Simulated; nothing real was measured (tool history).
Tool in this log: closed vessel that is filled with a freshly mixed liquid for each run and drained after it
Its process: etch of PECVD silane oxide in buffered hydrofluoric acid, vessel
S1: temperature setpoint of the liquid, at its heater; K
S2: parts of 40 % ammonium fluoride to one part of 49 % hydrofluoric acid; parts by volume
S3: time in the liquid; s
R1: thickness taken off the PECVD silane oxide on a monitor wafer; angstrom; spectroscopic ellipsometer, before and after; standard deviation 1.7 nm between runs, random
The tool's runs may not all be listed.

run,hour,S1,S2,S3,R1
1,0.0,296.15,15.0,95,2091.7
2,1.7,295.65,15.0,95,2045.1
3,6.2,295.65,15.0,95,2076.1
4,14.6,295.65,19.0,95,1646.3
5,18.0,295.65,21.0,95,1517.2
6,23.4,295.65,21.0,95,1514.1

Run 7 is up next; what results do you expect?
7,26.1,296.15,21.0,95,?

For run 7 the tool returned R1 1537.8 angstrom.

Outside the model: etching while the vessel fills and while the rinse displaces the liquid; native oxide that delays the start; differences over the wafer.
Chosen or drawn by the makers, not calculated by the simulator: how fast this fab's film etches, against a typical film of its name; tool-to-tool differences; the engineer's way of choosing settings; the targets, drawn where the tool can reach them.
